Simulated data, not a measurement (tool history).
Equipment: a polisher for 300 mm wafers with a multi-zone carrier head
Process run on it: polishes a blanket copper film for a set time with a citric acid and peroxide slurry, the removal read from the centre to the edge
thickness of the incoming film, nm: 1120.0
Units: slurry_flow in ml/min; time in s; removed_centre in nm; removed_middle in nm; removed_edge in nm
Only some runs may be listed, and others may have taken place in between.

| run | hour | slurry_flow | centre_zone | middle_zone | edge_zone | slurry_solids | time | removed_centre | removed_middle | removed_edge |
|---|---|---|---|---|---|---|---|---|---|---|
| 1 | 0 | 205 | 1 | 1 | 1 | 1 | 31 | 91.242 | 94.441 | 92.426 |
| 2 | 3 | 205 | 1.05 | 1 | 1 | 1 | 31 | 95.078 | 91.499 | 91.316 |
| 3 | 10.3 | 205 | 1 | 1 | 1 | 1 | 31 | 91.046 | 93.267 | 91.89 |
| 4 | 18.9 | 205 | 1 | 1 | 1 | 1 | 27 | 79.783 | 84.045 | 80.458 |
| 5 | 27.7 | 205 | 1 | 1 | 1 | 0.85 | 27 | 76.216 | 76.93 | 77.254 |
| 6 | 30 | 210 | 0.98 | 1 | 1.03 | 1 | 28 | 80.591 | 86.556 | 83.689 |

For run 7, what comes out?
| 7 | 37.2 | 205 | 0.96 | 0.99 | 1.04 | 1.1 | 29 | ? | ? | ? |

Run 7 measured removed_centre 83.126 nm, removed_middle 88.242 nm, removed_edge 88.978 nm.
